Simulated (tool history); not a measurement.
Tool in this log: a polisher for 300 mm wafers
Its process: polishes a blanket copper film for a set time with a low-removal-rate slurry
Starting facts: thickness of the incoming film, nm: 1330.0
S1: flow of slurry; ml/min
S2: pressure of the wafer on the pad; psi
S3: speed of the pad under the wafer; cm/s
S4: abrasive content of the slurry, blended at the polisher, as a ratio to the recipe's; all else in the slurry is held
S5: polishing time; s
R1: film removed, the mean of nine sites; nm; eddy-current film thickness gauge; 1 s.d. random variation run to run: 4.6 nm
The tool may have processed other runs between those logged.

run,day,S1,S2,S3,S4,S5,R1
1,0.000,250,3.4,136,1.00,112,433.13
2,0.129,250,3.4,136,0.85,112,410.79
3,0.338,250,3.4,136,0.75,112,394.51
4,0.554,255,3.8,136,0.75,112,441.93
5,0.667,260,4.1,138,0.75,112,479.47
6,1.008,220,4.1,138,0.75,112,477.32
7,1.279,220,4.3,140,0.75,112,506.51
8,1.575,225,4.5,142,0.75,112,535.84

What does the tool deliver on the next run?
9,1.762,225,4.7,144,0.75,112,?

R1: 568.87 nm

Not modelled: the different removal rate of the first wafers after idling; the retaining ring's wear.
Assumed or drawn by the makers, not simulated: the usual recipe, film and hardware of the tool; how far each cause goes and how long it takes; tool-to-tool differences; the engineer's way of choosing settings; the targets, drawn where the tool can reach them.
